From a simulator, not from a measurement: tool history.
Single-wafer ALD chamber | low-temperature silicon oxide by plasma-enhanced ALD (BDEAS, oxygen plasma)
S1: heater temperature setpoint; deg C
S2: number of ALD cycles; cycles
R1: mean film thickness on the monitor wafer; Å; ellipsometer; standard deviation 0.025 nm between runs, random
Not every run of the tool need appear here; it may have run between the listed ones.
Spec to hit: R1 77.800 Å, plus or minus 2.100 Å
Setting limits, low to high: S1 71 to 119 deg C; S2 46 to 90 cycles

run  hour   S1  S2       R1
  1   0.0   95  68   98.660
  2   1.6   95  75  108.800
  3   8.1  101  75  107.350
  4  14.9  102  70  100.220
  5  19.5  103  65   91.654
  6  26.0  107  65   91.292
  7  33.9  110  54   75.486
  8  37.3  109  54   75.169

Which one of the following 5 next-run settings gets every result inside its allowed miss? There is exactly one.
  A  40.7  113  60   ?
  B  40.7  108  50   ?
  C  40.7  105  59   ?
  D  40.7  110  52   ?
  E  40.7  109  55   ?

move      R1
   A  83.516
   B  70.156
   C  83.209
   D  72.730
   E  77.049
A: moves the result that the last run missed by most past its target, out the other side
B: the biggest miss grows against the last run
C: moves the result that the last run missed by most past its target, out the other side
D: the biggest miss grows against the last run
E: each result inside its tolerance
So the answer is move E, the one that meets all the targets.

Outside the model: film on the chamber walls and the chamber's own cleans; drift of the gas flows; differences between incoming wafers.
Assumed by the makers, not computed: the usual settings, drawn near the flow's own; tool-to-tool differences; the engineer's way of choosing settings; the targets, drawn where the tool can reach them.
